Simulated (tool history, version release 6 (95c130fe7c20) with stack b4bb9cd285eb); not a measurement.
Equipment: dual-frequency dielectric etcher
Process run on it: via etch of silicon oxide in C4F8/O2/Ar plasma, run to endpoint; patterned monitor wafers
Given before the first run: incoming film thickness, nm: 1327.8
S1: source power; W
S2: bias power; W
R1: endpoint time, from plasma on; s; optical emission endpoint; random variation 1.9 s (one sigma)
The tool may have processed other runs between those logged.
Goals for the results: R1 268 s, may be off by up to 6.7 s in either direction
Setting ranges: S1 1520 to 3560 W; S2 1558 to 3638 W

Run 1, hour 0: S1 2540 W, S2 2598 W. Result: R1 223.13 s.
Run 2, hour 5.5: S1 2310 W, S2 2598 W. Result: R1 238.64 s.
Run 3, hour 6.7: S1 2310 W, S2 2150 W. Result: R1 252.54 s.
Run 4, hour 13.1: S1 2310 W, S2 2452 W. Result: R1 240.81 s.
Run 5, hour 13.8: S1 2170 W, S2 2422 W. Result: R1 250.91 s.
Run 6, hour 15.2: S1 2170 W, S2 2874 W. Result: R1 240.6 s.
Run 7, hour 17.7: S1 2040 W, S2 2847 W. Result: R1 251.01 s.
Run 8, hour 24: S1 1970 W, S2 2833 W. Result: R1 255.26 s.

Next run, 4 choices. One meets every target within its allowed miss, the rest don't. Which?
Run A, hour 30.3: S1 2060 W, S2 2929 W. Result: R1 ?.
Run B, hour 30.3: S1 1960 W, S2 2828 W. Result: R1 ?.
Run C, hour 30.3: S1 1940 W, S2 2547 W. Result: R1 ?.
Run D, hour 30.3: S1 2200 W, S2 2754 W. Result: R1 ?.

move      R1
   A  245.93
   B  256.41
   C  265.69
   D  240.15
A: further off than the last run
B: closes in on the targets versus the last run, not all within tolerance yet
C: hits every target within its allowed miss
D: further off than the last run
Go with C: it meets all targets.

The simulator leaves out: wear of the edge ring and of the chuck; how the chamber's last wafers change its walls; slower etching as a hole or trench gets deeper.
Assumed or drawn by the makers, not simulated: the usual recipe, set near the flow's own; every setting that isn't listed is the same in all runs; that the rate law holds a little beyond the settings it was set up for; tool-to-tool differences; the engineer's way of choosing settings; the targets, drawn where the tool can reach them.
